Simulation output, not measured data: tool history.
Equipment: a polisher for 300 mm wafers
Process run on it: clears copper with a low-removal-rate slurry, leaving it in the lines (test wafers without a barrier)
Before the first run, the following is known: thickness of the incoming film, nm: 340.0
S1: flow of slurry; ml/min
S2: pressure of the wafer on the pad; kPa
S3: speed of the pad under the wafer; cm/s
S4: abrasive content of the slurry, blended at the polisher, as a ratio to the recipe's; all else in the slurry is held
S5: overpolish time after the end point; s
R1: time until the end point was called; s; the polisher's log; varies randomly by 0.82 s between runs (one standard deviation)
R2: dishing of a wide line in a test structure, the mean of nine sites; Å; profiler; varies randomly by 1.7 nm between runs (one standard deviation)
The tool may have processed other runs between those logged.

Run 1, hour 0.0: S1 310 ml/min, S2 20.7 kPa, S3 112 cm/s, S4 1.0, S5 29 s. Result: R1 85.640 s, R2 661.91 Å.
Run 2, hour 4.6: S1 310 ml/min, S2 21.4 kPa, S3 112 cm/s, S4 1.0, S5 30 s. Result: R1 82.931 s, R2 690.64 Å.
Run 3, hour 7.1: S1 310 ml/min, S2 19.3 kPa, S3 112 cm/s, S4 1.0, S5 30 s. Result: R1 91.867 s, R2 652.16 Å.
Run 4, hour 15.3: S1 310 ml/min, S2 19.3 kPa, S3 96 cm/s, S4 1.0, S5 30 s. Result: R1 108.130 s, R2 604.80 Å.
Run 5, hour 23.6: S1 310 ml/min, S2 19.3 kPa, S3 96 cm/s, S4 1.0, S5 20 s. Result: R1 108.800 s, R2 423.70 Å.
Run 6, hour 31.0: S1 310 ml/min, S2 19.3 kPa, S3 96 cm/s, S4 1.0, S5 28 s. Result: R1 104.460 s, R2 546.54 Å.
Run 7, hour 37.2: S1 310 ml/min, S2 20.7 kPa, S3 96 cm/s, S4 1.0, S5 29 s. Result: R1 98.162 s, R2 582.03 Å.
Run 8, hour 40.1: S1 310 ml/min, S2 21.4 kPa, S3 98 cm/s, S4 1.0, S5 31 s. Result: R1 93.906 s, R2 635.97 Å.
Run 9, hour 42.4: S1 310 ml/min, S2 26.9 kPa, S3 100 cm/s, S4 1.0, S5 38 s. Result: R1 73.177 s, R2 883.88 Å.

The next listed run, before its measurement:
Run 10, hour 44.8: S1 310 ml/min, S2 27.6 kPa, S3 100 cm/s, S4 1.0, S5 38 s. Result: R1 ?, R2 ?.

Logged for run 10: R1 73.163 s, R2 886.21 Å.
